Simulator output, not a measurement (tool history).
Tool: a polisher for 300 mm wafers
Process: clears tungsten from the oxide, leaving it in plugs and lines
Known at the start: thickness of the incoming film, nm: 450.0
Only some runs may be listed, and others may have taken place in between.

| run | hour | flow of slurry (ml/min) | pressure of the wafer on the pad (psi) | speed of the pad under the wafer (cm/s) | abrasive content of the slurry | overpolish time after the end point (s) | time until the end point was called (s) |
|---|---|---|---|---|---|---|---|
| 1 | 0.0 | 175 | 4.8 | 116 | 1.0 | 47 | 73.820 |
| 2 | 4.9 | 175 | 4.9 | 116 | 1.0 | 47 | 73.220 |
| 3 | 13.0 | 175 | 4.9 | 102 | 1.0 | 47 | 81.538 |
| 4 | 17.7 | 175 | 5.0 | 102 | 1.0 | 47 | 80.902 |
| 5 | 26.0 | 175 | 5.1 | 102 | 1.0 | 47 | 80.876 |
| 6 | 33.1 | 175 | 5.2 | 102 | 1.0 | 47 | 78.831 |
| 7 | 35.0 | 175 | 5.3 | 102 | 1.0 | 47 | 78.327 |
| 8 | 41.0 | 175 | 5.4 | 102 | 1.0 | 47 | 76.247 |
| 9 | 44.9 | 175 | 5.5 | 102 | 1.0 | 47 | 74.901 |
| 10 | 46.3 | 175 | 5.6 | 102 | 1.0 | 47 | 73.495 |
| 11 | 52.8 | 175 | 5.7 | 102 | 1.0 | 47 | 72.974 |
| 12 | 60.1 | 175 | 5.7 | 102 | 1.0 | 47 | 73.694 |

Estimate the outcome of run 13 from the log above:
| 13 | 65.2 | 175 | 5.8 | 102 | 1.0 | 47 | ? |

{"run 13": {"time until the end point was called (s)": 73.588}}

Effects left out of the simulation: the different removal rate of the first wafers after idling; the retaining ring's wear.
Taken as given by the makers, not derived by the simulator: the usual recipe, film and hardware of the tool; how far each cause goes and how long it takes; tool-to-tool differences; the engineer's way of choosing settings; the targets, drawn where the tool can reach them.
